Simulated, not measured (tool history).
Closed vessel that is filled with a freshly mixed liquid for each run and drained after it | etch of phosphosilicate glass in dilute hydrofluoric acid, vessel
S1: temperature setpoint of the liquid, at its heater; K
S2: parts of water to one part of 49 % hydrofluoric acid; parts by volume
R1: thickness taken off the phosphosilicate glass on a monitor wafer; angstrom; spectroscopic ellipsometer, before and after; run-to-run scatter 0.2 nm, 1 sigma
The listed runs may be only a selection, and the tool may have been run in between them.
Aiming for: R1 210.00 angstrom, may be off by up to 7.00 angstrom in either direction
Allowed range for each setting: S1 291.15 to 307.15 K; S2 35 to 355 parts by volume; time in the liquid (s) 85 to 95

run 1 day=0.000 | S1=299.15 S2=195 time_in_the_liquid_(s)=85 | R1=394.71
run 2 day=0.312 | S1=297.15 S2=215 time_in_the_liquid_(s)=85 | R1=328.00
run 3 day=0.650 | S1=297.15 S2=215 time_in_the_liquid_(s)=95 | R1=361.26
run 4 day=0.692 | S1=297.15 S2=215 time_in_the_liquid_(s)=85 | R1=324.34
run 5 day=0.892 | S1=297.15 S2=215 time_in_the_liquid_(s)=95 | R1=370.46
run 6 day=1.054 | S1=297.15 S2=180 time_in_the_liquid_(s)=95 | R1=450.48
-- day=1.121 thermometer replaced
run 7 day=1.121 | S1=295.65 S2=210 time_in_the_liquid_(s)=95 | R1=373.33
run 8 day=1.388 | S1=294.65 S2=235 time_in_the_liquid_(s)=95 | R1=308.02
run 9 day=1.483 | S1=293.65 S2=250 time_in_the_liquid_(s)=95 | R1=278.02

Exercise: of the 4 proposed moves below, exactly one satisfies all targets within the stated allowed misses. Which move is it?
run A day=1.579 | S1=295.15 S2=255 time_in_the_liquid_(s)=85 | R1=?
run B day=1.579 | S1=291.65 S2=295 time_in_the_liquid_(s)=95 | R1=?
run C day=1.579 | S1=292.15 S2=275 time_in_the_liquid_(s)=95 | R1=?
run D day=1.579 | S1=291.65 S2=265 time_in_the_liquid_(s)=90 | R1=?

move=A R1=254.33
move=B R1=208.15
move=C R1=231.54
move=D R1=225.38
A: better than the last run, though not everything is in spec
B: meets every target
C: better than the last run, though not everything is in spec
D: better than the last run, though not everything is in spec
Correct choice: B, which meets every target

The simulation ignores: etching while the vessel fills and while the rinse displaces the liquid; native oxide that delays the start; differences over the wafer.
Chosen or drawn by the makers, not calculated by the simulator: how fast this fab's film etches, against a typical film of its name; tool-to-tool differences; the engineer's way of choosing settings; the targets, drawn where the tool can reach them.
